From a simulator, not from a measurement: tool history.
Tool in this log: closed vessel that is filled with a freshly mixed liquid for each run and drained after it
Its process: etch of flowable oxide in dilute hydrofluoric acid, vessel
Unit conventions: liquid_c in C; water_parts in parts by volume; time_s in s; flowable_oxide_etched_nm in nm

run  hour  liquid_c  water_parts  time_s  flowable_oxide_etched_nm
  1     0        25          145      95                    20.298
  2   7.6        25          145     100                    21.046
  3  14.1        25          145     100                    20.617
  4  18.9      26.5          125     100                    26.373
  5  26.9      26.5           95     100                    36.764
  6  34.4      26.5           95      95                    33.925
  7  42.4        28           90      95                    38.412

Run 8 comes next. What will it give?
  8  50.6        29           90      95                         ?

{"run 8": {"flowable_oxide_etched_nm": 39.82}}
